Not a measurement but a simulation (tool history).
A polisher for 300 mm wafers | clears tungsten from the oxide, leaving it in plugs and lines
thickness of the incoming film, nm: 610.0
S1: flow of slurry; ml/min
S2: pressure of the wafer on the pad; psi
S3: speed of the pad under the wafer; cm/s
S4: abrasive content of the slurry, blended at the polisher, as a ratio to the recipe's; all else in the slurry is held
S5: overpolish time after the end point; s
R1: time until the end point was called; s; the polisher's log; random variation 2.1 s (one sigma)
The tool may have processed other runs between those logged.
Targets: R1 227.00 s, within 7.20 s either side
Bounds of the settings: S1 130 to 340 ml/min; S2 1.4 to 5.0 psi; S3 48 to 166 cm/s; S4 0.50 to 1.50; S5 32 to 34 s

run 1 hour=0.0 | S1=220 S2=3.2 S3=106 S4=1.00 S5=32 | R1=151.96
run 2 hour=1.3 | S1=220 S2=3.2 S3=118 S4=1.00 S5=32 | R1=141.69
run 3 hour=6.5 | S1=220 S2=3.2 S3=118 S4=1.20 S5=32 | R1=133.29
run 4 hour=15.3 | S1=220 S2=2.7 S3=118 S4=1.20 S5=32 | R1=151.03
-- hour=16.1 slurry blender recalibrated
run 5 hour=16.1 | S1=220 S2=2.7 S3=142 S4=1.20 S5=32 | R1=120.68
run 6 hour=20.6 | S1=215 S2=2.3 S3=134 S4=1.20 S5=32 | R1=143.73
run 7 hour=21.5 | S1=215 S2=2.0 S3=128 S4=1.20 S5=32 | R1=157.17
run 8 hour=27.8 | S1=215 S2=1.8 S3=120 S4=1.20 S5=32 | R1=175.43
run 9 hour=32.2 | S1=215 S2=1.7 S3=114 S4=1.20 S5=32 | R1=189.56
run 10 hour=37.6 | S1=215 S2=1.6 S3=110 S4=1.20 S5=32 | R1=199.38
run 11 hour=45.0 | S1=215 S2=1.5 S3=108 S4=1.20 S5=32 | R1=209.02
run 12 hour=49.6 | S1=215 S2=1.5 S3=106 S4=1.20 S5=32 | R1=207.19
run 13 hour=53.2 | S1=215 S2=1.5 S3=104 S4=1.20 S5=32 | R1=214.38
run 14 hour=55.9 | S1=215 S2=1.5 S3=102 S4=1.20 S5=32 | R1=212.97

Which of these 4 next moves meets every target?
run A hour=58.6 | S1=240 S2=2.0 S3=86 S4=1.30 S5=34 | R1=?
run B hour=58.6 | S1=220 S2=1.6 S3=104 S4=1.15 S5=32 | R1=?
run C hour=58.6 | S1=215 S2=1.9 S3=92 S4=1.40 S5=32 | R1=?
run D hour=58.6 | S1=145 S2=1.5 S3=100 S4=1.35 S5=32 | R1=?

move=A R1=195.51
move=B R1=208.38
move=C R1=191.63
move=D R1=225.40
A: lands further from the targets than the last run did
B: lands further from the targets than the last run did
C: lands further from the targets than the last run did
D: each result inside its tolerance
The move that meets every target is D.
